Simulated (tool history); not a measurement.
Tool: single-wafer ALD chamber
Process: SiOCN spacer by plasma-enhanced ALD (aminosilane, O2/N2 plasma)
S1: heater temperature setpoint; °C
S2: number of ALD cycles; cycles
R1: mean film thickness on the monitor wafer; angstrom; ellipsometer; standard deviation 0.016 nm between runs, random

{"run": 1, "hour": 0.0, "S1": 400, "S2": 95, "R1": 58.741}
{"run": 2, "hour": 1.4, "S1": 400, "S2": 98, "R1": 60.678}
{"run": 3, "hour": 3.7, "S1": 400, "S2": 91, "R1": 55.977}
{"run": 4, "hour": 9.3, "S1": 400, "S2": 94, "R1": 58.198}
{"run": 5, "hour": 10.5, "S1": 400, "S2": 97, "R1": 59.89}
{"run": 6, "hour": 14.5, "S1": 400, "S2": 86, "R1": 53.177}
{"run": 7, "hour": 23.6, "S1": 400, "S2": 90, "R1": 55.616}
{"run": 8, "hour": 28.5, "S1": 400, "S2": 90, "R1": 55.506}
{"run": 9, "hour": 30.0, "S1": 400, "S2": 93, "R1": 57.536}
{"run": 10, "hour": 32.9, "S1": 398, "S2": 108, "R1": 66.779}

The next listed run, before its measurement:
{"run": 11, "hour": 34.4, "S1": 398, "S2": 109, "R1": "?"}

R1: 67.459 angstrom

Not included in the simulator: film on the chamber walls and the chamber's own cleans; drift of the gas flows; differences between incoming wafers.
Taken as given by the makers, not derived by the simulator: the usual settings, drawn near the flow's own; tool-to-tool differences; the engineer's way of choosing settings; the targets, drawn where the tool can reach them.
